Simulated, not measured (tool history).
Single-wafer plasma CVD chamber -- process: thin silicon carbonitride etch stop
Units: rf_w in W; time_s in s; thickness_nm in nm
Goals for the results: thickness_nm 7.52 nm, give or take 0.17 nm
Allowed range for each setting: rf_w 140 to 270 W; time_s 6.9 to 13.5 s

| run | hour | rf_w | time_s | thickness_nm |
|---|---|---|---|---|
| 1 | 0 | 205 | 10.2 | 6.3493 |
| 2 | 0.8 | 215 | 10.6 | 6.6343 |
| 3 | 9.3 | 215 | 9.5 | 5.9768 |
| 4 | 14.3 | 225 | 10.2 | 6.5711 |
| 5 | 20.6 | 195 | 10.2 | 6.2143 |
| 6 | 21.3 | 210 | 10.6 | 6.6724 |
| 7 | 29.2 | 220 | 10.8 | 6.8567 |
| 8 | 33.1 | 230 | 11 | 7.0632 |
| 9 | 38.9 | 235 | 11.1 | 7.1683 |

5 candidate next runs follow, results not yet known. Just one meets every target within its allowed miss. Identify it.
| A | 44.7 | 235 | 12.4 | ? |
| B | 44.7 | 235 | 12.5 | ? |
| C | 44.7 | 225 | 12.2 | ? |
| D | 44.7 | 220 | 12.5 | ? |
| E | 44.7 | 250 | 11.5 | ? |

| move | thickness_nm |
|---|---|
| A | 8.0205 |
| B | 8.0852 |
| C | 7.7905 |
| D | 7.9294 |
| E | 7.5756 |
A: carries the result that was furthest off beyond its target, to the other side
B: carries the result that was furthest off beyond its target, to the other side
C: carries the result that was furthest off beyond its target, to the other side
D: carries the result that was furthest off beyond its target, to the other side
E: hits every target within its allowed miss
The right move is E.

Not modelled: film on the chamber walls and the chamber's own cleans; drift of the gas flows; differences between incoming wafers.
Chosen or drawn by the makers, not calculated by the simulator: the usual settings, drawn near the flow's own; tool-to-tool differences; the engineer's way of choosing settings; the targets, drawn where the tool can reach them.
